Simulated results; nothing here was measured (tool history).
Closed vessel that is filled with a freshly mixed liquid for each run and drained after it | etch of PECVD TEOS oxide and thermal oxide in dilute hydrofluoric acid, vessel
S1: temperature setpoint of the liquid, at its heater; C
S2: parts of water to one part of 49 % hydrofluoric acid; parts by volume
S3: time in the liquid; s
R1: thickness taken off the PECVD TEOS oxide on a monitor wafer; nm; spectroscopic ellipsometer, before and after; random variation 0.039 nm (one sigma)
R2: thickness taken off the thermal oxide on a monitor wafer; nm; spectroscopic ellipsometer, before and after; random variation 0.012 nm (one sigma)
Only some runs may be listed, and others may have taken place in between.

Run 1, hour 0: S1 22 C, S2 195 parts by volume, S3 140 s. Result: R1 8.6065 nm, R2 2.9635 nm.
Run 2, hour 8.6: S1 20.5 C, S2 215 parts by volume, S3 140 s. Result: R1 7.2339 nm, R2 2.487 nm.
Run 3, hour 17.7: S1 19.5 C, S2 230 parts by volume, S3 140 s. Result: R1 6.4772 nm, R2 2.2034 nm.
Run 4, hour 19.5: S1 21 C, S2 230 parts by volume, S3 140 s. Result: R1 6.8415 nm, R2 2.3201 nm.
Run 5, hour 27.1: S1 20 C, S2 240 parts by volume, S3 140 s. Result: R1 6.258 nm, R2 2.1416 nm.
Run 6, hour 35.2: S1 17 C, S2 240 parts by volume, S3 140 s. Result: R1 5.4795 nm, R2 1.9226 nm.
Run 7, hour 42.2: S1 17.5 C, S2 250 parts by volume, S3 140 s. Result: R1 5.4024 nm, R2 1.8433 nm.
Run 8, hour 49.4: S1 17.5 C, S2 255 parts by volume, S3 140 s. Result: R1 5.3033 nm, R2 1.8 nm.
Run 9, hour 54.8: S1 17.5 C, S2 260 parts by volume, S3 140 s. Result: R1 5.1524 nm, R2 1.7466 nm.

Run 10, settings as shown, results not yet in. Your forecast:
Run 10, hour 61.2: S1 17.5 C, S2 265 parts by volume, S3 140 s. Result: R1 ?, R2 ?.

{"run 10": {"R1": 5.0306, "R2": 1.7141}}

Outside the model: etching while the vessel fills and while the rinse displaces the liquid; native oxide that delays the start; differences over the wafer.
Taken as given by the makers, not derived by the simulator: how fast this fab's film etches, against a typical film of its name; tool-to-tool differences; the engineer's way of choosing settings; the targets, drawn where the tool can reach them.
